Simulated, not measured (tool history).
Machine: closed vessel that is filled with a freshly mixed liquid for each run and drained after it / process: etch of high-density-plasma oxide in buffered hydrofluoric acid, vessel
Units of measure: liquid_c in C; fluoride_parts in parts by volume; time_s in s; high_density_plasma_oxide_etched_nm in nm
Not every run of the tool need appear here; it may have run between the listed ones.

run  hour  liquid_c  fluoride_parts  time_s  high_density_plasma_oxide_etched_nm
  1     0        25              22     100                               59.316
  2   5.3      26.5              22     100                               64.281
  3  14.2        28              20     100                                74.65
  4  22.4        28            23.5     100                               66.894
  5    25        29              21     100                               75.837
  6  30.1        30              19     100                               87.455

For run 7, what comes out?
  7  35.9      30.5              18     100                                    ?

Run 7 came out at high_density_plasma_oxide_etched_nm 94.039 nm.

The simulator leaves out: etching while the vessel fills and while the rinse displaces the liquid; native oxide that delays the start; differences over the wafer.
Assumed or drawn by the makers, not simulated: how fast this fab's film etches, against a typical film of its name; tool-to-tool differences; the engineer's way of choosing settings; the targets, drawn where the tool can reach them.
